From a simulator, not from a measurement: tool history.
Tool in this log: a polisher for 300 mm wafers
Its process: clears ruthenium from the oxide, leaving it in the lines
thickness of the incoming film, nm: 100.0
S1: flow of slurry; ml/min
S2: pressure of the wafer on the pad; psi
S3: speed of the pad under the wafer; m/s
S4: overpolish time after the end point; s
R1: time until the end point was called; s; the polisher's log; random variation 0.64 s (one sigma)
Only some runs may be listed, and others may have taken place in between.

run 1 hour=0 | S1=240 S2=2.2 S3=1.12 S4=13 | R1=79.408
run 2 hour=0.9 | S1=240 S2=2.3 S3=1.12 S4=13 | R1=77.589
run 3 hour=4 | S1=240 S2=2.3 S3=0.96 S4=13 | R1=89.16
run 4 hour=6.8 | S1=240 S2=2.5 S3=0.96 S4=13 | R1=84.039
run 5 hour=8 | S1=240 S2=2.5 S3=1.22 S4=13 | R1=67.482
run 6 hour=15.6 | S1=240 S2=2.6 S3=1.22 S4=13 | R1=66.135
run 7 hour=19.6 | S1=240 S2=2.7 S3=1.22 S4=13 | R1=64.931

Predict the results of run 8:
run 8 hour=23 | S1=240 S2=2.8 S3=1.22 S4=13 | R1=?

R1: 63.412 s

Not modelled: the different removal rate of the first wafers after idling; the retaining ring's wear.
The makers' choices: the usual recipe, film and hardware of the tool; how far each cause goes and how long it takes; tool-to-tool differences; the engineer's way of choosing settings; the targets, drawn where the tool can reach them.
